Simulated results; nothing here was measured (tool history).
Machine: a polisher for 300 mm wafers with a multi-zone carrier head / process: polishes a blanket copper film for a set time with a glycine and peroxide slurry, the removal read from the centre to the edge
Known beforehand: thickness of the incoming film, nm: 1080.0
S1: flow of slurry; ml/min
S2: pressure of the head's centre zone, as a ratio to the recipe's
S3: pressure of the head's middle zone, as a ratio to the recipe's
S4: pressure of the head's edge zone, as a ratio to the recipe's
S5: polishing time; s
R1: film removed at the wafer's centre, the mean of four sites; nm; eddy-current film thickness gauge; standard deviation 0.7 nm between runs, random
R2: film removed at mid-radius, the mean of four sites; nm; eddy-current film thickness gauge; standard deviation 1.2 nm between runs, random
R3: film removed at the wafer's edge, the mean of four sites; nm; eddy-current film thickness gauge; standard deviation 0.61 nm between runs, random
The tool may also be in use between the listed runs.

| run | hour | S1 | S2 | S3 | S4 | S5 | R1 | R2 | R3 |
|---|---|---|---|---|---|---|---|---|---|
| 1 | 0 | 200 | 1 | 1 | 1 | 38 | 144.3 | 143.1 | 138.44 |
| 2 | 5.7 | 180 | 1 | 1 | 1 | 38 | 143.12 | 138.7 | 137.04 |
| 3 | 8.9 | 180 | 0.98 | 1.01 | 0.98 | 36 | 130.99 | 133.53 | 126.14 |
| 4 | 13.4 | 175 | 0.96 | 1.01 | 0.97 | 35 | 124.53 | 132.62 | 121.55 |
| 5 | 17.7 | 175 | 0.96 | 1.08 | 0.97 | 35 | 124.52 | 134.05 | 124.38 |
| 6 | 19.4 | 175 | 0.89 | 1.08 | 0.97 | 35 | 117.7 | 133.91 | 123.42 |
| 7 | 22.4 | 170 | 0.88 | 1.07 | 0.96 | 34 | 110.51 | 133.15 | 117.72 |

Predict the results of run 8:
| 8 | 27 | 155 | 0.86 | 0.97 | 0.86 | 26 | ? | ? | ? |

{"run 8": {"R1": 80.9, "R2": 90.45, "R3": 85.433}}
